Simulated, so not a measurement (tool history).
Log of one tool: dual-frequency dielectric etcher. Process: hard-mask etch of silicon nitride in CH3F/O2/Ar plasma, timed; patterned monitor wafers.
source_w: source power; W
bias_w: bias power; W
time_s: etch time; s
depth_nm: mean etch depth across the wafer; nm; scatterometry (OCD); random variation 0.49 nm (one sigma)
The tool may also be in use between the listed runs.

{"run": 1, "hour": 0.0, "source_w": 530, "bias_w": 61, "time_s": 216.5, "depth_nm": 158.67}
{"run": 2, "hour": 5.2, "source_w": 460, "bias_w": 56, "time_s": 216.5, "depth_nm": 145.29}
{"run": 3, "hour": 7.2, "source_w": 460, "bias_w": 66, "time_s": 216.5, "depth_nm": 150.48}
{"run": 4, "hour": 15.2, "source_w": 410, "bias_w": 62, "time_s": 216.5, "depth_nm": 139.63}
{"run": 5, "hour": 23.2, "source_w": 410, "bias_w": 68, "time_s": 216.5, "depth_nm": 142.98}
{"run": 6, "hour": 28.8, "source_w": 450, "bias_w": 68, "time_s": 216.5, "depth_nm": 150.4}
{"run": 7, "hour": 34.8, "source_w": 410, "bias_w": 65, "time_s": 216.5, "depth_nm": 141.31}

The next listed run, before its measurement:
{"run": 8, "hour": 39.7, "source_w": 410, "bias_w": 65, "time_s": 216.5, "depth_nm": "?"}

depth_nm: 142.1 nm
